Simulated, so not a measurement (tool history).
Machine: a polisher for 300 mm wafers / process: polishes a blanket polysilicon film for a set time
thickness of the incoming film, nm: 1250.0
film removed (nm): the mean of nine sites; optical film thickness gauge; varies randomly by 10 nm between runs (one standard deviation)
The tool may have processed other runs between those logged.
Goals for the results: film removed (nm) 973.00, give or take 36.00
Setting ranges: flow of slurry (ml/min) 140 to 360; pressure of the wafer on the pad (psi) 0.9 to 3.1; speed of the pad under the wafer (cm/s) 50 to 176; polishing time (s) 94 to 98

run,hour,flow of slurry (ml/min),pressure of the wafer on the pad (psi),speed of the pad under the wafer (cm/s),polishing time (s),film removed (nm)
1,0.0,230,2.0,112,94,634.29
2,5.2,230,2.0,86,94,479.69
3,7.3,230,2.0,86,98,492.36
4,14.9,230,2.3,88,98,561.17
5,15.5,230,2.0,88,98,505.17
6,21.0,230,1.5,88,98,430.73
7,22.9,230,1.9,94,98,531.93
8,29.9,230,2.2,98,98,597.10
9,35.8,230,2.4,102,98,675.43
10,41.2,230,2.6,104,98,713.56

Below are 5 possible settings for the next run. Only one of them brings all results inside the allowed miss of their targets. Which is it?
A,46.6,285,3.0,66,94,?
B,46.6,165,2.6,94,94,?
C,46.6,215,2.9,132,98,?
D,46.6,210,3.1,138,98,?
E,46.6,230,2.5,68,94,?

move,film removed (nm)
A,492.20
B,597.91
C,955.62
D,1044.00
E,439.33
A: lands further from the targets than the last run did
B: lands further from the targets than the last run did
C: every result within its allowed miss
D: takes the biggest miss from the last run beyond its target
E: lands further from the targets than the last run did
Answer: C
